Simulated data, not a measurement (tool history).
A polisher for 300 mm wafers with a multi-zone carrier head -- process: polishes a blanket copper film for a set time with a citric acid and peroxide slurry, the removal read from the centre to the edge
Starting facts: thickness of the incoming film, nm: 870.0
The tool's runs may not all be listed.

run	hour	flow of slurry (ml/min)	pressure of the head's centre zone	pressure of the head's middle zone	pressure of the head's edge zone	abrasive content of the slurry	polishing time (s)	film removed at the wafer's centre (angstrom)	film removed at mid-radius (angstrom)	film removed at the wafer's edge (angstrom)
1	0.0	285	1.00	1.00	1.00	1.00	72	1168.40	1140.30	1173.80
2	3.7	280	0.97	0.99	0.97	0.85	64	987.47	965.30	1011.90
3	4.9	280	0.95	1.00	0.95	0.75	57	831.34	849.85	869.13
4	7.4	280	0.93	0.99	0.93	0.70	53	750.98	774.87	786.66
5	14.5	280	0.91	0.98	0.91	0.65	52	701.11	757.26	743.01
6	18.3	280	0.96	0.98	0.91	0.65	52	748.01	751.62	755.37
7	22.4	275	0.93	0.95	0.89	0.60	51	692.68	714.13	712.89
8	28.1	270	0.91	0.92	0.88	0.55	51	682.01	663.10	708.69
9	29.8	270	0.91	0.92	0.88	0.55	51	696.72	674.61	709.97
10	33.5	270	0.89	0.92	0.87	0.55	50	625.84	669.38	693.67
11	36.2	270	0.89	0.92	0.86	0.55	49	633.29	645.54	666.44
12	42.9	265	0.88	0.92	0.85	0.55	49	614.78	647.92	665.69
13	46.2	255	0.87	0.91	0.81	0.50	47	581.08	602.39	600.79

Predict the results of run 14:
14	52.2	265	0.87	0.91	0.82	0.50	47	?	?	?

Run 14 came out at film removed at the wafer's centre (angstrom) 594.23, film removed at mid-radius (angstrom) 598.63, film removed at the wafer's edge (angstrom) 623.25.
